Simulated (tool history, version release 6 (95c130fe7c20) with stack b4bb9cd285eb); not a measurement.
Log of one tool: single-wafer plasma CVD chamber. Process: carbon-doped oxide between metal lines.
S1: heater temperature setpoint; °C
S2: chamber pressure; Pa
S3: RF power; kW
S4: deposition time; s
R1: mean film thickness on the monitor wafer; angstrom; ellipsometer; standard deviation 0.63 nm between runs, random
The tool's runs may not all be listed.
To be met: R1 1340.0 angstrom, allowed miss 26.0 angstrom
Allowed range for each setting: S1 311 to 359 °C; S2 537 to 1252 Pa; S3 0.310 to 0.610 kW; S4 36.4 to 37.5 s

run,day,S1,S2,S3,S4,R1
1,0.000,335,895,0.460,36.4,1815.6
2,0.108,335,895,0.395,36.4,1583.6
3,0.221,338,871,0.380,36.4,1493.7
4,0.317,342,849,0.380,36.4,1467.8
5,0.658,342,849,0.380,36.4,1481.4
6,1.012,342,752,0.380,36.4,1445.6
7,1.167,345,729,0.380,36.4,1430.1
8,1.462,347,708,0.380,36.4,1414.9
9,1.829,355,645,0.360,36.4,1283.6
10,2.158,353,653,0.360,36.4,1308.3
11,2.483,352,659,0.360,36.4,1311.1
12,2.600,348,685,0.370,36.4,1371.7

Exactly one of the 4 candidate moves below puts every result within its allowed miss. Which one?
A,2.717,347,812,0.375,36.4,?
B,2.717,337,613,0.355,36.4,?
C,2.717,353,716,0.380,37.0,?
D,2.717,345,681,0.380,36.4,?

move,R1
A,1421.7
B,1341.9
C,1418.3
D,1422.2
A: further off than the last run
B: all results in spec
C: further off than the last run
D: further off than the last run
Correct choice: B, which meets every target
